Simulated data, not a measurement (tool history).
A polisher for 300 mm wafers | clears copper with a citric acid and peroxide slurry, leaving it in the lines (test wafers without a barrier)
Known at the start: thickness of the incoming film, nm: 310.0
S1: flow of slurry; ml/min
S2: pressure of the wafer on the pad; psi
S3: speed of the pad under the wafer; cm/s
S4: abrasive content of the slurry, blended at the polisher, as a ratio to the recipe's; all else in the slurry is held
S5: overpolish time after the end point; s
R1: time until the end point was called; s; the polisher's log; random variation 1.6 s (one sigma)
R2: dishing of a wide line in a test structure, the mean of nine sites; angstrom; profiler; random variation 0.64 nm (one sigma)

run	hour	S1	S2	S3	S4	S5	R1	R2
1	0.0	185	2.9	134	1.00	22	90.451	457.54
2	0.7	185	2.9	134	1.05	22	93.280	462.98
3	9.2	185	2.9	116	1.05	22	104.530	410.36
4	16.8	185	3.1	116	1.05	23	97.174	453.18
5	22.1	185	3.2	116	1.05	24	94.773	483.17
6	30.1	185	3.3	116	1.05	25	91.337	514.06

Run 7 comes next. What will it give?
7	38.0	185	3.4	116	1.05	26	?	?

R1: 89.445 s
R2: 546.08 angstrom
